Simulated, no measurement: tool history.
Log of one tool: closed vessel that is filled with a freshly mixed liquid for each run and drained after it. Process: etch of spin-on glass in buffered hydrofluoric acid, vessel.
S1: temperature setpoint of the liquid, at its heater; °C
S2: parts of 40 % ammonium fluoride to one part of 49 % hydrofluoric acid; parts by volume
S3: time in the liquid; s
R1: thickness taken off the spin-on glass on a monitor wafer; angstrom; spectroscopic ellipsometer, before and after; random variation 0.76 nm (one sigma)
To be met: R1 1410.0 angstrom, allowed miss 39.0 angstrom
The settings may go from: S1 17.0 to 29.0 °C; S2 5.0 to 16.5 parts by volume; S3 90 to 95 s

| run | hour | S1 | S2 | S3 | R1 |
|---|---|---|---|---|---|
| 1 | 0.0 | 21.0 | 10.0 | 90 | 2332.0 |
| 2 | 2.9 | 21.0 | 12.5 | 90 | 1906.1 |
| 3 | 9.0 | 24.5 | 12.5 | 90 | 2288.2 |
| 4 | 17.6 | 24.5 | 14.5 | 90 | 1989.6 |
| 5 | 18.9 | 22.5 | 14.5 | 90 | 1767.4 |
| 6 | 26.5 | 21.5 | 14.5 | 90 | 1685.1 |
| 7 | 27.8 | 17.5 | 14.5 | 90 | 1337.8 |
| 8 | 35.6 | 17.5 | 14.5 | 90 | 1346.3 |

4 next moves are on the table. One of them brings every result within its allowed miss. Which?
| A | 43.4 | 18.0 | 15.0 | 95 | ? |
| B | 43.4 | 17.5 | 16.0 | 95 | ? |
| C | 43.4 | 17.5 | 15.0 | 90 | ? |
| D | 43.4 | 18.5 | 14.5 | 95 | ? |

| move | R1 |
|---|---|
| A | 1415.8 |
| B | 1291.4 |
| C | 1303.7 |
| D | 1506.0 |
A: meets every target
B: further off than the last run
C: further off than the last run
D: takes the result that was furthest off past its target
Move A is the one to make.
